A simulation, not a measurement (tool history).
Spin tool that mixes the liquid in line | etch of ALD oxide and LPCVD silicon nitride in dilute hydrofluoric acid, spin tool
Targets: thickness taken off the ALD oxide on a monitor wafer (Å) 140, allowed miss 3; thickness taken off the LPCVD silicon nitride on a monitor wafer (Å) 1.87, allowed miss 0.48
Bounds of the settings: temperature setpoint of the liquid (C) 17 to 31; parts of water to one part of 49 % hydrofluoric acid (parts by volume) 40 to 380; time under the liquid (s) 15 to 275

run	hour	temperature setpoint of the liquid (C)	parts of water to one part of 49 % hydrofluoric acid (parts by volume)	time under the liquid (s)	thickness taken off the ALD oxide on a monitor wafer (Å)	thickness taken off the LPCVD silicon nitride on a monitor wafer (Å)
1	0	23	210	140	174.65	2.8937
2	3.2	25	210	140	189.14	3.0315
3	10.2	24	210	140	183.84	2.5908
4	15.1	24	140	140	297.46	4.6035
5	22.4	23	150	140	262.93	3.7566
6	27.2	22.5	160	140	240.32	3.3726
7	29.3	22	165	140	226.42	2.9604
8	32.6	21.5	170	140	215.4	3.043
9	40.5	21	175	140	204.4	2.8397
10	44.6	20.5	180	140	193.71	2.7234
11	50.9	20	185	140	183.19	2.457
12	55.4	19.5	190	140	174.44	2.5845
13	63	19	190	140	171.77	2.2913
14	68.8	19	195	140	166	2.317
15	70.5	18.5	195	140	163.22	2.2849
16	75.4	17.5	205	140	147.65	1.928
17	81.5	17.5	210	140	143.57	1.7888

Which of these 5 next moves meets every target?
A	87.6	18	230	165	?	?
B	87.6	18.5	230	155	?	?
C	87.6	20	265	180	?	?
D	87.6	20.5	195	125	?	?
E	87.6	19.5	165	95	?	?

move	thickness taken off the ALD oxide on a monitor wafer (Å)	thickness taken off the LPCVD silicon nitride on a monitor wafer (Å)
A	153.7	2.0546
B	147.21	1.9948
C	152.07	2.2277
D	156.4	2.1525
E	139.22	1.8014
A: further off than the last run
B: further off than the last run
C: further off than the last run
D: further off than the last run
E: meets every target
The right move is E.
